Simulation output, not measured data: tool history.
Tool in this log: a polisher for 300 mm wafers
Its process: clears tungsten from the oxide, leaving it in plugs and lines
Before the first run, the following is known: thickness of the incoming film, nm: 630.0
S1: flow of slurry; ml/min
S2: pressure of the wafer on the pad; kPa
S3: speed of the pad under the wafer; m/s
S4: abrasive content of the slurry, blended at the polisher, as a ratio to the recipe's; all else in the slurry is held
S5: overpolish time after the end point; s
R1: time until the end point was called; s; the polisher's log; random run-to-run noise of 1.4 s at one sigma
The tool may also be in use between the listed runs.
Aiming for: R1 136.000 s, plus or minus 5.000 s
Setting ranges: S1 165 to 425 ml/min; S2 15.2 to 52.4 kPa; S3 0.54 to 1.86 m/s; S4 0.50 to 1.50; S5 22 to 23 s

run,day,S1,S2,S3,S4,S5,R1
1,0.000,275,33.8,1.18,1.00,22,84.915
2,0.300,275,31.7,1.18,1.00,22,91.440
3,0.508,275,31.7,1.18,1.00,23,90.278
4,0.783,275,30.3,1.18,1.00,23,94.170
5,0.950,275,26.2,1.18,1.00,23,107.850
6,1.088,275,26.2,1.44,1.00,23,88.820
7,1.367,275,24.8,1.42,1.00,23,95.880
8,1.550,275,15.2,1.36,1.00,23,156.770

5 candidate next runs follow, results not yet known. Just one meets every target within its allowed miss. Identify it.
A,1.733,290,21.4,1.30,0.50,23,?
B,1.733,350,15.2,1.26,1.00,23,?
C,1.733,280,15.9,1.68,0.95,23,?
D,1.733,280,16.5,1.32,0.95,23,?
E,1.733,380,15.9,1.12,0.90,23,?

move,R1
A,136.180
B,166.980
C,124.080
D,150.860
E,182.710
A: meets every target
B: the biggest miss grows against the last run
C: moves the result that the last run missed by most past its target, out the other side
D: closer than the last run, but not yet in spec
E: the biggest miss grows against the last run
So the answer is move A, the one that meets all the targets.
